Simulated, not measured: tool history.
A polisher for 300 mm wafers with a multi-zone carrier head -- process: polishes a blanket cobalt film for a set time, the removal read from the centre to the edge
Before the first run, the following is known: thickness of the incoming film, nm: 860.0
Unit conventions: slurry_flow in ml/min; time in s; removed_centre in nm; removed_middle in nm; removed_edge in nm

{"run": 1, "hour": 0.0, "slurry_flow": 270, "centre_zone": 1.0, "middle_zone": 1.0, "edge_zone": 1.0, "time": 59, "removed_centre": 301.23, "removed_middle": 305.42, "removed_edge": 312.85}
{"run": 2, "hour": 3.6, "slurry_flow": 275, "centre_zone": 1.03, "middle_zone": 1.01, "edge_zone": 1.02, "time": 62, "removed_centre": 335.5, "removed_middle": 320.51, "removed_edge": 319.41}
{"run": 3, "hour": 12.4, "slurry_flow": 275, "centre_zone": 1.03, "middle_zone": 1.01, "edge_zone": 0.94, "time": 62, "removed_centre": 325.3, "removed_middle": 324.66, "removed_edge": 320.74}
{"run": 4, "hour": 20.1, "slurry_flow": 275, "centre_zone": 1.04, "middle_zone": 1.0, "edge_zone": 0.94, "time": 65, "removed_centre": 358.67, "removed_middle": 343.49, "removed_edge": 331.23}
{"run": 5, "hour": 27.0, "slurry_flow": 275, "centre_zone": 1.03, "middle_zone": 0.99, "edge_zone": 0.95, "time": 68, "removed_centre": 365.58, "removed_middle": 352.74, "removed_edge": 351.14}
{"run": 6, "hour": 29.1, "slurry_flow": 275, "centre_zone": 1.03, "middle_zone": 0.99, "edge_zone": 0.88, "time": 68, "removed_centre": 367.65, "removed_middle": 350.5, "removed_edge": 334.55}
{"run": 7, "hour": 35.4, "slurry_flow": 295, "centre_zone": 1.13, "middle_zone": 1.04, "edge_zone": 0.98, "time": 77, "removed_centre": 458.71, "removed_middle": 416.17, "removed_edge": 416.82}
{"run": 8, "hour": 37.9, "slurry_flow": 295, "centre_zone": 1.13, "middle_zone": 1.04, "edge_zone": 0.99, "time": 77, "removed_centre": 457.56, "removed_middle": 414.94, "removed_edge": 395.85}
{"run": 9, "hour": 45.9, "slurry_flow": 295, "centre_zone": 1.12, "middle_zone": 1.03, "edge_zone": 1.0, "time": 78, "removed_centre": 461.31, "removed_middle": 424.19, "removed_edge": 415.22}
{"run": 10, "hour": 51.7, "slurry_flow": 295, "centre_zone": 1.12, "middle_zone": 1.02, "edge_zone": 1.01, "time": 78, "removed_centre": 457.29, "removed_middle": 426.01, "removed_edge": 409.38}

Forecast run 11:
{"run": 11, "hour": 59.3, "slurry_flow": 285, "centre_zone": 1.13, "middle_zone": 0.93, "edge_zone": 1.11, "time": 82, "removed_centre": "?", "removed_middle": "?", "removed_edge": "?"}

Run 11 produced removed_centre 465.48 nm, removed_middle 399.16 nm, removed_edge 453.53 nm.
